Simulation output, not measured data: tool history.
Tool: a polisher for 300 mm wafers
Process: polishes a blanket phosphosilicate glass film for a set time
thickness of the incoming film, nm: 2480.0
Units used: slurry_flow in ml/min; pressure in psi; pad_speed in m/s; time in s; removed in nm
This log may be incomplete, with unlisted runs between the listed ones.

run,hour,slurry_flow,pressure,pad_speed,slurry_solids,time,removed
1,0.0,290,3.0,1.10,1.0,57,551.23
2,3.1,290,3.2,1.10,1.0,57,570.71
3,11.8,220,3.2,1.10,1.0,57,553.18
4,15.7,220,3.2,1.10,1.0,52,501.86
5,24.1,240,3.5,1.10,1.0,52,574.17
6,28.7,210,3.5,1.10,1.0,52,543.36
7,37.6,235,3.7,1.10,1.0,52,592.58
8,42.3,250,3.9,1.10,1.0,52,637.19
9,43.8,265,4.0,1.10,1.0,52,665.96
10,52.0,280,4.1,1.10,1.0,52,667.59
11,61.0,280,4.2,1.12,1.0,52,702.53
12,63.6,285,4.3,1.12,1.0,52,713.13
13,72.4,285,4.4,1.14,1.0,52,754.80

For run 14, what comes out?
14,76.5,290,4.5,1.14,1.0,52,?

{"run 14": {"removed": 753.83}}

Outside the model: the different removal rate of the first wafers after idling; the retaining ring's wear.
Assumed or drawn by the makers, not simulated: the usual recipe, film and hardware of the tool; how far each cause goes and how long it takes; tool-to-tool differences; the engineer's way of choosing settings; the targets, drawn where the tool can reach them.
